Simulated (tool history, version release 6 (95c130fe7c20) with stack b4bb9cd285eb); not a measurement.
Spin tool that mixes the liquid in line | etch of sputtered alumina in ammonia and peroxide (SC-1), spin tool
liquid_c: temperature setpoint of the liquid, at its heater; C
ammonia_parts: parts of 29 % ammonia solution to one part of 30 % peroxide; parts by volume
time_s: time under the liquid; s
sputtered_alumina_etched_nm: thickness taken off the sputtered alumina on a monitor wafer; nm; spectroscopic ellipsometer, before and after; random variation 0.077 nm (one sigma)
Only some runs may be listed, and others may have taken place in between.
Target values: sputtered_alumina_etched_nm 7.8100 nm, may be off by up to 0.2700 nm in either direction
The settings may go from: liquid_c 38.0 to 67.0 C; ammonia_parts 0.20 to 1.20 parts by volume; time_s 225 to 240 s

run	day	liquid_c	ammonia_parts	time_s	sputtered_alumina_etched_nm
1	0.000	51.0	0.85	225	14.6120
2	0.242	55.0	0.85	225	17.7450
3	0.538	55.0	0.55	225	17.3370
4	0.571	55.0	0.55	225	17.4760
5	0.858	49.5	0.55	225	12.8400
6	0.971	49.5	0.70	225	13.1420
7	1.017	46.0	0.70	225	10.7430
8	1.308	44.0	0.70	225	9.6069
9	1.350	44.0	0.70	225	9.6791
10	1.679	42.5	0.70	225	8.8811
11	1.854	41.5	0.70	225	8.4246
12	1.904	41.5	0.70	225	8.2843
13	2.104	41.5	0.70	225	8.1948
14	2.279	41.0	0.70	225	8.0148

Next run, 4 choices. One meets every target within its allowed miss, the rest don't. Which?
A	2.454	42.5	0.65	225	?
B	2.454	40.0	0.75	230	?
C	2.454	41.5	0.85	230	?
D	2.454	39.5	1.20	240	?

move	sputtered_alumina_etched_nm
A	8.7992
B	7.8651
C	8.7008
D	8.3320
A: its largest miss is bigger than the last run's
B: in spec on every target
C: its largest miss is bigger than the last run's
D: its largest miss is bigger than the last run's
B is the move that brings every result within its allowed miss.

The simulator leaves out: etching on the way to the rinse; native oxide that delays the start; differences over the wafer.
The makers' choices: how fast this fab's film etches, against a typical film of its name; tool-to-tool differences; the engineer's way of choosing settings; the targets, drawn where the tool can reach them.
